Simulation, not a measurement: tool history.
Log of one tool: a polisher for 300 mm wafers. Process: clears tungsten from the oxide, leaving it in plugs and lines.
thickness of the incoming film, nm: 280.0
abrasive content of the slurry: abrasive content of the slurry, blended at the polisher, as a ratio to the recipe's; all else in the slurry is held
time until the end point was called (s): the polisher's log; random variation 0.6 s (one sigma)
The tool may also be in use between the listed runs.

run  hour  flow of slurry (ml/min)  pressure of the wafer on the pad (kPa)  speed of the pad under the wafer (cm/s)  abrasive content of the slurry  overpolish time after the end point (s)  time until the end point was called (s)
  1     0                      215                                    25.5                                      112                               1                                       36                                   56.786
  2   3.3                      215                                    27.6                                      114                               1                                       36                                   52.504
  3   7.4                      215                                    27.6                                      114                               1                                       39                                   52.713
  4    13                      215                                    27.6                                      114                             1.2                                       39                                    48.25
  5  16.1                      215                                    30.3                                      114                             1.2                                       39                                   46.355
  6  22.1                      215                                    31.7                                      116                             1.2                                       39                                   42.372

The next listed run, before its measurement:
  7  25.7                      215                                    32.4                                      116                             1.2                                       39                                        ?

{"run 7": {"time until the end point was called (s)": 43.541}}
